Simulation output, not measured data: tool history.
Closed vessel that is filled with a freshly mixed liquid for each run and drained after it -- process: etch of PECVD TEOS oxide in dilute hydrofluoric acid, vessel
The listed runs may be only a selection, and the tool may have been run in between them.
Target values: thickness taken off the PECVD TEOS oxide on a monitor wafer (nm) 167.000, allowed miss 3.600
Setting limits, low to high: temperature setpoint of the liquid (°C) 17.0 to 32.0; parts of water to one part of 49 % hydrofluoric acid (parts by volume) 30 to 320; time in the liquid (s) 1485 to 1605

run,day,temperature setpoint of the liquid (°C),parts of water to one part of 49 % hydrofluoric acid (parts by volume),time in the liquid (s),thickness taken off the PECVD TEOS oxide on a monitor wafer (nm)
1,0.000,24.0,175,1485,68.156
2,0.054,24.0,175,1605,74.268
3,0.196,24.0,135,1605,100.600
4,0.554,26.0,130,1605,113.920
5,0.854,26.0,130,1605,114.150
6,1.250,27.5,125,1605,125.600
7,1.525,28.5,120,1605,137.200
8,1.612,28.5,120,1605,136.840
# day 1.725: thermometer replaced
9,1.725,29.5,120,1605,134.710

5 next moves are on the table. One of them brings every result within its allowed miss. Which?
A,1.838,32.0,110,1570,?
B,1.838,30.0,105,1575,?
C,1.838,30.0,105,1605,?
D,1.838,29.5,135,1570,?
E,1.838,31.5,105,1590,?

move,thickness taken off the PECVD TEOS oxide on a monitor wafer (nm)
A,161.210
B,158.500
C,161.520
D,115.810
E,169.160
A: an improvement on the last run, though not all results are within tolerance
B: an improvement on the last run, though not all results are within tolerance
C: an improvement on the last run, though not all results are within tolerance
D: lands further from the targets than the last run did
E: hits every target within its allowed miss
The right move is E.

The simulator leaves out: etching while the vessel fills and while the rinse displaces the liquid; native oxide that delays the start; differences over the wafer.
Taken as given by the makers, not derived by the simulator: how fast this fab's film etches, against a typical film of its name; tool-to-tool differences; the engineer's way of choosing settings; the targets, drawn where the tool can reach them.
